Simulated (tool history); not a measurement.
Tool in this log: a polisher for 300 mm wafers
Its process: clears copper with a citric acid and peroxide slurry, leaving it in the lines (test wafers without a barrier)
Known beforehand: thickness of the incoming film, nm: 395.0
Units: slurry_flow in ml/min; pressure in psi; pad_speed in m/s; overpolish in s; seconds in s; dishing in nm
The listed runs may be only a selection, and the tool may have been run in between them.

run,hour,slurry_flow,pressure,pad_speed,slurry_solids,overpolish,seconds,dishing
1,0.0,160,4.1,1.04,1.0,24,129.78,50.615
2,5.6,155,3.8,1.04,1.0,25,141.98,48.072
3,13.6,155,3.8,1.04,1.0,33,142.01,60.576
4,15.0,155,3.8,1.04,1.0,25,142.75,47.008
5,23.2,195,3.8,1.04,1.0,25,138.35,47.621
6,24.7,195,3.5,1.04,1.0,26,150.76,46.890
7,32.9,195,3.3,1.04,1.0,27,160.55,45.605
8,40.5,195,3.2,1.04,1.0,28,165.57,44.538
9,43.7,195,3.1,1.04,1.0,29,167.12,45.172

Run 10, settings as shown, results not yet in. Your forecast:
10,45.9,195,3.0,1.04,1.0,30,?,?

seconds: 175.74 s
dishing: 45.353 nm
